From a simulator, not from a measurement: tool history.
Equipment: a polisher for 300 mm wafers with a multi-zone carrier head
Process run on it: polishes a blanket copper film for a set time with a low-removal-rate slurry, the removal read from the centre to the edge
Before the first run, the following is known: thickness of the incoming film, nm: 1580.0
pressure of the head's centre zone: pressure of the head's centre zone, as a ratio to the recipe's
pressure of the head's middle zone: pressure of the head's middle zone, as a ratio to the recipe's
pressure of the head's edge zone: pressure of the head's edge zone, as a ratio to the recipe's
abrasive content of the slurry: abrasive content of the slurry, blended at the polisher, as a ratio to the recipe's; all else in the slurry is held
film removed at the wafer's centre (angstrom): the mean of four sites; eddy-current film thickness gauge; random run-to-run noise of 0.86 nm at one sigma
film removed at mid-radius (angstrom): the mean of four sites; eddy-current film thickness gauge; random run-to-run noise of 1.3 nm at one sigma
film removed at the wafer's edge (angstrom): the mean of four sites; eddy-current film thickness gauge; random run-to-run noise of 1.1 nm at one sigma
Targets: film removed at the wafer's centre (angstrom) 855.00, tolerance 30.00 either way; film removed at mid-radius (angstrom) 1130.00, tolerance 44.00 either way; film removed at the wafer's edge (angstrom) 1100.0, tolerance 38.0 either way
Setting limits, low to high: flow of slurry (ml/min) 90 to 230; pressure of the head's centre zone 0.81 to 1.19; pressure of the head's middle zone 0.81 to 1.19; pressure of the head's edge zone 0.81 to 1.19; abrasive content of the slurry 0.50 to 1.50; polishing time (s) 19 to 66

run,hour,flow of slurry (ml/min),pressure of the head's centre zone,pressure of the head's middle zone,pressure of the head's edge zone,abrasive content of the slurry,polishing time (s),film removed at the wafer's centre (angstrom),film removed at mid-radius (angstrom),film removed at the wafer's edge (angstrom)
1,0.0,150,1.00,1.00,1.00,1.00,42,1037.10,1049.20,1003.9
2,6.0,150,1.00,1.00,1.00,1.15,42,1056.90,1065.90,1046.2
3,12.5,150,1.00,0.97,1.00,1.15,42,1073.20,1042.10,1052.7
4,20.3,150,1.00,0.91,1.00,1.15,42,1053.60,987.81,1040.6
5,28.7,170,1.00,0.91,1.00,1.15,42,1069.80,987.82,1064.0
6,31.3,170,1.00,0.91,1.00,0.95,42,1047.40,984.38,1027.2
7,37.6,170,0.97,0.93,1.02,0.95,42,1004.40,974.99,1009.4
8,38.8,130,0.87,1.03,1.12,1.20,46,979.91,1170.40,1176.5
9,42.6,125,0.86,1.03,1.12,1.20,46,952.06,1146.50,1179.5
10,43.4,120,0.85,1.04,1.11,1.20,46,937.70,1170.50,1168.7
11,47.1,120,0.85,1.04,1.10,1.20,46,948.67,1143.70,1153.8
12,53.5,120,0.85,1.04,1.10,1.20,46,939.49,1158.90,1149.1
13,60.3,115,0.84,1.04,1.10,1.20,46,916.12,1124.10,1159.2
14,61.8,115,0.84,1.05,1.09,1.20,46,912.99,1157.10,1160.2
15,65.8,115,0.84,1.06,1.07,1.10,46,910.52,1125.80,1118.5
16,70.4,115,0.84,1.07,1.07,1.10,46,891.52,1157.40,1125.0

Exercise: of the 4 proposed moves below, exactly one satisfies all targets within the stated allowed misses. Which move is it?
A,75.0,130,0.84,1.07,1.05,1.10,46,?,?,?
B,75.0,115,0.81,1.16,1.02,1.15,46,?,?,?
C,75.0,110,0.85,1.09,0.99,1.20,46,?,?,?
D,75.0,140,0.81,1.10,1.12,1.15,43,?,?,?

move,film removed at the wafer's centre (angstrom),film removed at mid-radius (angstrom),film removed at the wafer's edge (angstrom)
A,919.79,1183.10,1123.7
B,868.10,1237.80,1099.4
C,908.57,1178.00,1090.1
D,852.52,1159.50,1101.6
A: further off than the last run
B: brings the last run's worst result on target, with another outside its allowed miss
C: further off than the last run
D: each result inside its tolerance
The move that meets every target is D.
